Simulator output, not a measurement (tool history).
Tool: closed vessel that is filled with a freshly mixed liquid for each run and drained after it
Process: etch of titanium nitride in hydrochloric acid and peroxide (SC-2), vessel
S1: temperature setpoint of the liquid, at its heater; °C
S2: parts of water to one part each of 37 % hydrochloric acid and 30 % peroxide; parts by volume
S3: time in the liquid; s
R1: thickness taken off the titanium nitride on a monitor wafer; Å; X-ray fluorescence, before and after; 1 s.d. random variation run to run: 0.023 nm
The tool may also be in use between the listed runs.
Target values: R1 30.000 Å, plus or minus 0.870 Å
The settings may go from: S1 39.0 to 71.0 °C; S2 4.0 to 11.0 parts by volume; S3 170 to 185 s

run 1 hour=0.0 | S1=55.0 S2=6.0 S3=170 | R1=71.324
run 2 hour=6.4 | S1=55.0 S2=6.0 S3=170 | R1=70.841
run 3 hour=15.2 | S1=51.0 S2=6.0 S3=170 | R1=54.797
run 4 hour=24.2 | S1=46.0 S2=6.0 S3=170 | R1=39.124
run 5 hour=26.1 | S1=46.0 S2=6.0 S3=170 | R1=38.892
run 6 hour=30.4 | S1=45.0 S2=6.0 S3=170 | R1=35.781
run 7 hour=37.0 | S1=44.5 S2=6.0 S3=170 | R1=35.339
run 8 hour=43.1 | S1=44.0 S2=6.0 S3=170 | R1=34.016
run 9 hour=49.8 | S1=41.5 S2=6.0 S3=170 | R1=28.459

Which of these 5 next moves meets every target?
run A hour=56.5 | S1=39.0 S2=4.0 S3=170 | R1=?
run B hour=56.5 | S1=40.0 S2=4.5 S3=175 | R1=?
run C hour=56.5 | S1=40.5 S2=5.0 S3=180 | R1=?
run D hour=56.5 | S1=47.0 S2=10.0 S3=170 | R1=?
run E hour=56.5 | S1=44.0 S2=7.0 S3=170 | R1=?

move=A R1=31.937
move=B R1=32.564
move=C R1=32.204
move=D R1=27.752
move=E R1=30.170
A: takes the result that was furthest off past its target
B: takes the result that was furthest off past its target
C: takes the result that was furthest off past its target
D: further off than the last run
E: meets every target
E meets every target.

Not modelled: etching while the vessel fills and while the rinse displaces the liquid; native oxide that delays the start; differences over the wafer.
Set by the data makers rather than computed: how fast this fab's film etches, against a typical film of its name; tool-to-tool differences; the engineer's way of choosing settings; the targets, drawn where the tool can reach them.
